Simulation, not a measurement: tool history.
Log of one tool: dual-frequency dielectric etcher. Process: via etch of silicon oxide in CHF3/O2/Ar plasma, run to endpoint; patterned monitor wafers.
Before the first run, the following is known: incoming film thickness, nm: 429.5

run 1 hour=0 | source_power_(kW)=0.75 bias_power_(kW)=0.228 | endpoint_time_(s)=197.94
run 2 hour=2 | source_power_(kW)=0.81 bias_power_(kW)=0.228 | endpoint_time_(s)=188.67
run 3 hour=5.4 | source_power_(kW)=0.81 bias_power_(kW)=0.245 | endpoint_time_(s)=182.76
run 4 hour=7.7 | source_power_(kW)=0.74 bias_power_(kW)=0.245 | endpoint_time_(s)=190.87
run 5 hour=10.1 | source_power_(kW)=0.68 bias_power_(kW)=0.238 | endpoint_time_(s)=202.78
run 6 hour=15.5 | source_power_(kW)=0.64 bias_power_(kW)=0.236 | endpoint_time_(s)=213.09
run 7 hour=19.3 | source_power_(kW)=0.61 bias_power_(kW)=0.235 | endpoint_time_(s)=218.66
run 8 hour=27.4 | source_power_(kW)=0.61 bias_power_(kW)=0.235 | endpoint_time_(s)=218.42
run 9 hour=32.3 | source_power_(kW)=0.61 bias_power_(kW)=0.235 | endpoint_time_(s)=218.09

For run 10, what comes out?
run 10 hour=39.5 | source_power_(kW)=0.59 bias_power_(kW)=0.234 | endpoint_time_(s)=?

Run 10 measured endpoint time (s) 224.37.

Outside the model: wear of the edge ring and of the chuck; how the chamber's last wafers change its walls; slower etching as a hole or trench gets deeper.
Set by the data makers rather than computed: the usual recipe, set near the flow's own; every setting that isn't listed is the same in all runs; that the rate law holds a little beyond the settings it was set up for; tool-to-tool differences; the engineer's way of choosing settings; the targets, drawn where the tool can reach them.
